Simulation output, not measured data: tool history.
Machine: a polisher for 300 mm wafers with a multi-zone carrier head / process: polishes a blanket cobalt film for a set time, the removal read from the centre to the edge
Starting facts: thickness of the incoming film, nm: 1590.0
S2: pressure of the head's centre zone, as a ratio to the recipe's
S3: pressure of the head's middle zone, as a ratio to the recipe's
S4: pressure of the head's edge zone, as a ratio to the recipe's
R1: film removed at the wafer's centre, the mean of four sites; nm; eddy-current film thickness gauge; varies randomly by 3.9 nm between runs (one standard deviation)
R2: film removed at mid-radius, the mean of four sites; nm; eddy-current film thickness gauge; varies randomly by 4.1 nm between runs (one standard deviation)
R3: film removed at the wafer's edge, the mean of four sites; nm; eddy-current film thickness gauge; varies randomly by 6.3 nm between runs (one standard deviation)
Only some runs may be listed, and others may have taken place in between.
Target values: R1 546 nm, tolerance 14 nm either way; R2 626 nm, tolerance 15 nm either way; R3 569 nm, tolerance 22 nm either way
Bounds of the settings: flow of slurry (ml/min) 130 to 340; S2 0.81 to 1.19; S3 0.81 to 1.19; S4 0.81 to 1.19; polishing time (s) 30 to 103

{"run": 1, "hour": 0.0, "flow of slurry (ml/min)": 220, "S2": 1, "S3": 1, "S4": 1, "polishing time (s)": 66, "R1": 450.86, "R2": 442.82, "R3": 465.9}
{"run": 2, "hour": 6.3, "flow of slurry (ml/min)": 235, "S2": 1, "S3": 1.04, "S4": 1.02, "polishing time (s)": 68, "R1": 478.59, "R2": 469.83, "R3": 497.47}
{"run": 3, "hour": 7.8, "flow of slurry (ml/min)": 240, "S2": 0.99, "S3": 1.07, "S4": 1, "polishing time (s)": 70, "R1": 485.65, "R2": 495.13, "R3": 497.37}
{"run": 4, "hour": 16.8, "flow of slurry (ml/min)": 245, "S2": 0.98, "S3": 1.1, "S4": 1, "polishing time (s)": 72, "R1": 496.56, "R2": 519.05, "R3": 513.73}
{"run": 5, "hour": 25.7, "flow of slurry (ml/min)": 245, "S2": 0.98, "S3": 1.06, "S4": 1, "polishing time (s)": 72, "R1": 494.63, "R2": 499.79, "R3": 511.41}
{"run": 6, "hour": 32.2, "flow of slurry (ml/min)": 245, "S2": 0.98, "S3": 1.14, "S4": 1, "polishing time (s)": 72, "R1": 489.3, "R2": 527.06, "R3": 498.8}
{"run": 7, "hour": 40.2, "flow of slurry (ml/min)": 250, "S2": 0.97, "S3": 1.15, "S4": 1, "polishing time (s)": 74, "R1": 500.17, "R2": 542.25, "R3": 528.27}
{"run": 8, "hour": 46.6, "flow of slurry (ml/min)": 250, "S2": 0.96, "S3": 1.16, "S4": 0.98, "polishing time (s)": 76, "R1": 515, "R2": 563.31, "R3": 527.75}
{"run": 9, "hour": 49.0, "flow of slurry (ml/min)": 255, "S2": 0.95, "S3": 1.17, "S4": 0.97, "polishing time (s)": 77, "R1": 510.71, "R2": 572.09, "R3": 538.83}
{"run": 10, "hour": 52.2, "flow of slurry (ml/min)": 255, "S2": 0.95, "S3": 1.17, "S4": 0.96, "polishing time (s)": 78, "R1": 515.26, "R2": 577.01, "R3": 543.37}
{"run": 11, "hour": 54.5, "flow of slurry (ml/min)": 250, "S2": 0.95, "S3": 1.17, "S4": 0.95, "polishing time (s)": 79, "R1": 525.74, "R2": 583.59, "R3": 544.94}
{"hour": 58.2, "done": "edge zone pressure recalibrated"}
{"run": 12, "hour": 58.2, "flow of slurry (ml/min)": 255, "S2": 0.94, "S3": 1.17, "S4": 0.94, "polishing time (s)": 80, "R1": 524.95, "R2": 594.75, "R3": 526.54}
{"run": 13, "hour": 62.6, "flow of slurry (ml/min)": 265, "S2": 0.94, "S3": 1.17, "S4": 0.95, "polishing time (s)": 80, "R1": 522.75, "R2": 608.72, "R3": 535.15}
{"run": 14, "hour": 65.0, "flow of slurry (ml/min)": 295, "S2": 0.97, "S3": 1.15, "S4": 1.02, "polishing time (s)": 81, "R1": 562.17, "R2": 610.74, "R3": 560.88}

Which of these 4 next moves meets every target?
{"run": "A", "hour": 67.4, "flow of slurry (ml/min)": 255, "S2": 1, "S3": 1.08, "S4": 1.1, "polishing time (s)": 82, "R1": "?", "R2": "?", "R3": "?"}
{"run": "B", "hour": 67.4, "flow of slurry (ml/min)": 295, "S2": 0.93, "S3": 1.15, "S4": 1.02, "polishing time (s)": 83, "R1": "?", "R2": "?", "R3": "?"}
{"run": "C", "hour": 67.4, "flow of slurry (ml/min)": 245, "S2": 0.95, "S3": 1.14, "S4": 0.99, "polishing time (s)": 80, "R1": "?", "R2": "?", "R3": "?"}
{"run": "D", "hour": 67.4, "flow of slurry (ml/min)": 335, "S2": 1.02, "S3": 1.16, "S4": 0.97, "polishing time (s)": 80, "R1": "?", "R2": "?", "R3": "?"}

move=A R1=574.63 R2=583.01 R3=586.97
move=B R1=550.32 R2=621.94 R3=578.8
move=C R1=529.7 R2=584.23 R3=541.43
move=D R1=589.94 R2=609.53 R3=549.49
A: lands further from the targets than the last run did
B: all results land within tolerance of their targets
C: takes the biggest miss from the last run beyond its target
D: lands further from the targets than the last run did
The right move is B.

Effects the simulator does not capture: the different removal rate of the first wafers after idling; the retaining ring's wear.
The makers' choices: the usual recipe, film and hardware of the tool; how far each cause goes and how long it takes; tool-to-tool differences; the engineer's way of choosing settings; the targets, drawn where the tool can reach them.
